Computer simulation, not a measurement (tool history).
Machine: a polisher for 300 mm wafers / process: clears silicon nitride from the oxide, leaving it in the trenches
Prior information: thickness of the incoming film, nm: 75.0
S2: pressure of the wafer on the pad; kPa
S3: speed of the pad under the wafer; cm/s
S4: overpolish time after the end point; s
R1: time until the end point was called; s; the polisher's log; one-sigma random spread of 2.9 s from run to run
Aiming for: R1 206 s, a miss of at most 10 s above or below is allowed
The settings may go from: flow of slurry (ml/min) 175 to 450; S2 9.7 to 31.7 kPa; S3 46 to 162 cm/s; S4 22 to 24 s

{"run": 1, "hour": 0.0, "flow of slurry (ml/min)": 290, "S2": 20.7, "S3": 104, "S4": 22, "R1": 98.066}
{"run": 2, "hour": 4.6, "flow of slurry (ml/min)": 290, "S2": 20.7, "S3": 104, "S4": 24, "R1": 97.167}
{"run": 3, "hour": 11.0, "flow of slurry (ml/min)": 290, "S2": 20.7, "S3": 128, "S4": 24, "R1": 81.242}
{"run": 4, "hour": 18.7, "flow of slurry (ml/min)": 290, "S2": 20.7, "S3": 152, "S4": 24, "R1": 71.874}
{"run": 5, "hour": 20.6, "flow of slurry (ml/min)": 290, "S2": 23.4, "S3": 152, "S4": 24, "R1": 63.677}
{"run": 6, "hour": 23.9, "flow of slurry (ml/min)": 290, "S2": 23.4, "S3": 132, "S4": 24, "R1": 72.285}
{"run": 7, "hour": 24.7, "flow of slurry (ml/min)": 285, "S2": 20.7, "S3": 118, "S4": 24, "R1": 89.006}
{"run": 8, "hour": 30.6, "flow of slurry (ml/min)": 280, "S2": 18.6, "S3": 108, "S4": 24, "R1": 102.49}
{"run": 9, "hour": 31.6, "flow of slurry (ml/min)": 280, "S2": 17.2, "S3": 98, "S4": 24, "R1": 120.92}
{"run": 10, "hour": 35.5, "flow of slurry (ml/min)": 280, "S2": 15.9, "S3": 94, "S4": 24, "R1": 134.51}
{"run": 11, "hour": 43.8, "flow of slurry (ml/min)": 280, "S2": 14.5, "S3": 90, "S4": 24, "R1": 152.49}
{"run": 12, "hour": 48.0, "flow of slurry (ml/min)": 280, "S2": 9.7, "S3": 84, "S4": 24, "R1": 237.81}
{"run": 13, "hour": 49.0, "flow of slurry (ml/min)": 280, "S2": 10.3, "S3": 84, "S4": 24, "R1": 220.79}

5 next moves are on the table. One of them brings every result within its allowed miss. Which?
{"run": "A", "hour": 50.0, "flow of slurry (ml/min)": 290, "S2": 9.7, "S3": 80, "S4": 24, "R1": "?"}
{"run": "B", "hour": 50.0, "flow of slurry (ml/min)": 230, "S2": 12.4, "S3": 62, "S4": 24, "R1": "?"}
{"run": "C", "hour": 50.0, "flow of slurry (ml/min)": 345, "S2": 11, "S3": 68, "S4": 24, "R1": "?"}
{"run": "D", "hour": 50.0, "flow of slurry (ml/min)": 285, "S2": 11, "S3": 82, "S4": 23, "R1": "?"}
{"run": "E", "hour": 50.0, "flow of slurry (ml/min)": 225, "S2": 11, "S3": 70, "S4": 24, "R1": "?"}

move=A R1=239.25
move=B R1=228.11
move=C R1=230.73
move=D R1=207.89
move=E R1=237.2
A: its largest miss is bigger than the last run's
B: its largest miss is bigger than the last run's
C: its largest miss is bigger than the last run's
D: each result inside its tolerance
E: its largest miss is bigger than the last run's
Go with D: it meets all targets.
